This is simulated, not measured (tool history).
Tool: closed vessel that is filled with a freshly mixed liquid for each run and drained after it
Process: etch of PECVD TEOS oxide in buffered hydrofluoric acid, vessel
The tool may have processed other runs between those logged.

run    day  temperature setpoint of the liquid (K)  parts of 40 % ammonium fluoride to one part of 49 % hydrofluoric acid (parts by volume)  time in the liquid (s)  thickness taken off the PECVD TEOS oxide on a monitor wafer (angstrom)
  1  0.000                                  295.15                                                                                     14.5                     100                                                                  1597.2
  2  0.196                                  295.15                                                                                     10.5                     100                                                                  2192.6
  3  0.317                                  295.15                                                                                      6.5                     100                                                                  3451.8
  4  0.583                                  292.15                                                                                      6.5                     100                                                                  2928.8
  5  0.708                                  292.15                                                                                      5.0                     100                                                                  3638.4
  6  1.096                                  291.65                                                                                      6.5                     100                                                                  2805.5
  7  1.425                                  291.15                                                                                      7.0                     100                                                                  2555.1

What will run 8 give?
  8  1.688                                  290.65                                                                                      7.5                     100                                                                       ?

thickness taken off the PECVD TEOS oxide on a monitor wafer (angstrom): 2303.0
